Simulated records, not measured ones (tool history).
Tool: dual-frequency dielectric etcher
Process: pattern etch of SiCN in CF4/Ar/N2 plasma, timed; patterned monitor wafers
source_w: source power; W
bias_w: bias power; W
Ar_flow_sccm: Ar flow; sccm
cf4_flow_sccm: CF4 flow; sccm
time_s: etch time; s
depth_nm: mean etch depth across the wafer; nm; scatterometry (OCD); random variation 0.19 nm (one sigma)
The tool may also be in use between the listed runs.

run,day,source_w,bias_w,Ar_flow_sccm,cf4_flow_sccm,time_s,depth_nm
1,0,440,75,101,51,68,52.221
2,0.125,440,86,101,51,68,54.603
3,0.229,440,86,101,51,68,54.803
4,0.571,440,86,101,42,68,52.698
5,0.621,440,86,101,42,68,52.84
6,0.783,440,86,93,42,68,53.687
7,1.117,430,86,93,42,68,52.832

The next listed run, before its measurement:
8,1.479,420,86,93,42,68,?

{"run 8": {"depth_nm": 52.466}}
